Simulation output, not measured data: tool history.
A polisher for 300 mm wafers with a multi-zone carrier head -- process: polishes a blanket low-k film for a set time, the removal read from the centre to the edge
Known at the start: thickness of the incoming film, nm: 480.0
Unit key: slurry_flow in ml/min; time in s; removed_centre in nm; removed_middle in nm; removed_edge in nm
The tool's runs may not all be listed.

run 1 day=0 | slurry_flow=260 centre_zone=1 middle_zone=1 edge_zone=1 slurry_solids=1 time=61 | removed_centre=23.717 removed_middle=22.816 removed_edge=22.659
run 2 day=0.079 | slurry_flow=260 centre_zone=1 middle_zone=1.01 edge_zone=1.02 slurry_solids=1.05 time=63 | removed_centre=25.063 removed_middle=23.955 removed_edge=24.261
run 3 day=0.429 | slurry_flow=260 centre_zone=1 middle_zone=1.01 edge_zone=1.08 slurry_solids=1.05 time=63 | removed_centre=24.869 removed_middle=23.956 removed_edge=24.433
run 4 day=0.625 | slurry_flow=260 centre_zone=1 middle_zone=1.02 edge_zone=1.09 slurry_solids=1.1 time=65 | removed_centre=26.324 removed_middle=26.174 removed_edge=26.259
run 5 day=0.775 | slurry_flow=260 centre_zone=1.01 middle_zone=1.02 edge_zone=1.1 slurry_solids=1.15 time=66 | removed_centre=27.899 removed_middle=26.629 removed_edge=27.293
run 6 day=0.846 | slurry_flow=260 centre_zone=1.01 middle_zone=1.02 edge_zone=1.1 slurry_solids=1.15 time=55 | removed_centre=23.546 removed_middle=21.962 removed_edge=22.939
run 7 day=1.012 | slurry_flow=260 centre_zone=1.01 middle_zone=1.03 edge_zone=1.11 slurry_solids=1.2 time=57 | removed_centre=24.628 removed_middle=24.051 removed_edge=24.982
run 8 day=1.325 | slurry_flow=265 centre_zone=1.02 middle_zone=1.04 edge_zone=1.12 slurry_solids=1.25 time=59 | removed_centre=26.313 removed_middle=25.173 removed_edge=25.546

Predict the results of run 9:
run 9 day=1.612 | slurry_flow=260 centre_zone=1.02 middle_zone=1.04 edge_zone=1.12 slurry_solids=1.3 time=61 | removed_centre=? removed_middle=? removed_edge=?

Run 9 gave removed_centre 27.593 nm, removed_middle 26.392 nm, removed_edge 26.687 nm.
